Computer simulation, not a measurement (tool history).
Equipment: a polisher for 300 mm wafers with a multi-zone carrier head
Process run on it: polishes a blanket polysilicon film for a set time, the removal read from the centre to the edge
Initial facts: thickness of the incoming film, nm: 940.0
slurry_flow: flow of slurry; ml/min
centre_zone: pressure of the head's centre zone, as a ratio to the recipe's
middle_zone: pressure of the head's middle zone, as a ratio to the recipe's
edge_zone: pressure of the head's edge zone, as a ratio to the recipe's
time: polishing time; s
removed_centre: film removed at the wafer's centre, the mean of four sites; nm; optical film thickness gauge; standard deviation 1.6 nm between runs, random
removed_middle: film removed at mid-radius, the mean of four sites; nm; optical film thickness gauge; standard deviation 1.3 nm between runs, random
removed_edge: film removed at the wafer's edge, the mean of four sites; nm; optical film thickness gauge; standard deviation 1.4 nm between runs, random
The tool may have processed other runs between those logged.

Run 1, hour 0.0: slurry_flow 125 ml/min, centre_zone 1.00, middle_zone 1.00, edge_zone 1.00, time 64 s. Result: removed_centre 291.34 nm, removed_middle 289.56 nm, removed_edge 285.63 nm.
Run 2, hour 6.7: slurry_flow 120 ml/min, centre_zone 0.98, middle_zone 1.00, edge_zone 0.97, time 61 s. Result: removed_centre 266.48 nm, removed_middle 270.12 nm, removed_edge 267.37 nm.
Run 3, hour 10.7: slurry_flow 120 ml/min, centre_zone 0.98, middle_zone 1.05, edge_zone 0.97, time 61 s. Result: removed_centre 264.88 nm, removed_middle 280.23 nm, removed_edge 264.34 nm.
Run 4, hour 14.4: slurry_flow 115 ml/min, centre_zone 0.97, middle_zone 1.05, edge_zone 0.95, time 58 s. Result: removed_centre 251.39 nm, removed_middle 266.90 nm, removed_edge 251.55 nm.
Run 5, hour 20.6: slurry_flow 115 ml/min, centre_zone 0.96, middle_zone 1.05, edge_zone 0.93, time 55 s. Result: removed_centre 232.94 nm, removed_middle 256.10 nm, removed_edge 235.51 nm.
Run 6, hour 25.8: slurry_flow 115 ml/min, centre_zone 0.91, middle_zone 1.05, edge_zone 0.93, time 55 s. Result: removed_centre 219.26 nm, removed_middle 249.36 nm, removed_edge 234.66 nm.
Run 7, hour 31.4: slurry_flow 115 ml/min, centre_zone 0.91, middle_zone 1.04, edge_zone 0.91, time 53 s. Result: removed_centre 209.72 nm, removed_middle 240.95 nm, removed_edge 227.07 nm.
Run 8, hour 37.8: slurry_flow 110 ml/min, centre_zone 0.92, middle_zone 1.04, edge_zone 0.90, time 51 s. Result: removed_centre 204.54 nm, removed_middle 229.45 nm, removed_edge 214.19 nm.
Run 9, hour 38.4: slurry_flow 75 ml/min, centre_zone 0.89, middle_zone 1.00, edge_zone 0.81, time 47 s. Result: removed_centre 154.40 nm, removed_middle 177.13 nm, removed_edge 168.99 nm.
Run 10, hour 45.2: slurry_flow 80 ml/min, centre_zone 0.89, middle_zone 1.00, edge_zone 0.81, time 47 s. Result: removed_centre 159.89 nm, removed_middle 183.60 nm, removed_edge 173.22 nm.
Run 11, hour 51.4: slurry_flow 85 ml/min, centre_zone 0.89, middle_zone 1.00, edge_zone 0.81, time 47 s. Result: removed_centre 165.11 nm, removed_middle 189.96 nm, removed_edge 177.33 nm.

Run 12 comes next. What will it give?
Run 12, hour 55.8: slurry_flow 95 ml/min, centre_zone 0.90, middle_zone 0.99, edge_zone 0.81, time 47 s. Result: removed_centre ?, removed_middle ?, removed_edge ?.

{"run 12": {"removed_centre": 178.65, "removed_middle": 193.78, "removed_edge": 182.59}}
